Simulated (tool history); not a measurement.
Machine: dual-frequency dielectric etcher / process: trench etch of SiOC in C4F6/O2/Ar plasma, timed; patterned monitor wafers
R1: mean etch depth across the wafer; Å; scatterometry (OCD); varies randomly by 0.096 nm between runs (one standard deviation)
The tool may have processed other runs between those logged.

{"run": 1, "hour": 0.0, "source power (W)": 270, "bias power (W)": 201, "etch time (s)": 26.5, "R1": 487.95}
{"run": 2, "hour": 4.4, "source power (W)": 250, "bias power (W)": 197, "etch time (s)": 26.5, "R1": 471.54}
{"run": 3, "hour": 12.6, "source power (W)": 250, "bias power (W)": 197, "etch time (s)": 28.0, "R1": 496.08}
{"run": 4, "hour": 13.2, "source power (W)": 220, "bias power (W)": 197, "etch time (s)": 28.0, "R1": 471.25}
{"run": 5, "hour": 14.5, "source power (W)": 220, "bias power (W)": 214, "etch time (s)": 28.0, "R1": 489.05}
{"run": 6, "hour": 19.2, "source power (W)": 260, "bias power (W)": 214, "etch time (s)": 28.0, "R1": 523.84}
{"run": 7, "hour": 21.7, "source power (W)": 240, "bias power (W)": 207, "etch time (s)": 28.0, "R1": 498.65}
{"run": 8, "hour": 30.2, "source power (W)": 220, "bias power (W)": 202, "etch time (s)": 28.0, "R1": 475.38}
{"run": 9, "hour": 38.3, "source power (W)": 210, "bias power (W)": 200, "etch time (s)": 28.0, "R1": 465.89}
{"run": 10, "hour": 42.5, "source power (W)": 210, "bias power (W)": 200, "etch time (s)": 28.0, "R1": 465.32}
{"run": 11, "hour": 46.0, "source power (W)": 200, "bias power (W)": 198, "etch time (s)": 28.0, "R1": 454.02}
{"run": 12, "hour": 55.0, "source power (W)": 190, "bias power (W)": 197, "etch time (s)": 28.0, "R1": 444.48}

Run 13 comes next. What will it give?
{"run": 13, "hour": 61.0, "source power (W)": 160, "bias power (W)": 191, "etch time (s)": 28.0, "R1": "?"}

Run 13 produced R1 408.63 Å.
